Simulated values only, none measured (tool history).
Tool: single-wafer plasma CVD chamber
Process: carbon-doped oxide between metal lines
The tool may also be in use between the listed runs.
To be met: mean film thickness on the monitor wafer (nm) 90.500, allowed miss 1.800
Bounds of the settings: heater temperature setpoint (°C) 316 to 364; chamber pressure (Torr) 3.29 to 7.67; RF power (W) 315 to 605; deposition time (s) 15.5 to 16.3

run  hour  heater temperature setpoint (°C)  chamber pressure (Torr)  RF power (W)  deposition time (s)  mean film thickness on the monitor wafer (nm)
  1   0.0                               340                     5.48           460                 16.3                                         81.341
  2   3.2                               338                     5.64           465                 16.3                                         83.343
  3  11.0                               336                     5.75           465                 16.3                                         83.891
  4  16.2                               336                     5.75           465                 15.5                                         79.898
  5  16.8                               335                     5.88           475                 15.5                                         81.308
  6  17.4                               334                     5.94           485                 15.5                                         82.403
  7  18.4                               333                     5.99           495                 15.5                                         85.101
  8  24.1                               332                     6.07           500                 15.5                                         85.594

4 next moves are on the table. One of them brings every result within its allowed miss. Which?
  A  29.8                               336                     6.21           510                 15.5                                              ?
  B  29.8                               331                     7.33           500                 15.5                                              ?
  C  29.8                               340                     5.82           490                 15.5                                              ?
  D  29.8                               332                     6.09           530                 15.9                                              ?

move  mean film thickness on the monitor wafer (nm)
   A                                         85.230
   B                                         86.853
   C                                         81.514
   D                                         90.633
A: further off than the last run
B: nearer than the last run, and not there yet
C: further off than the last run
D: meets every target
The right move is D.
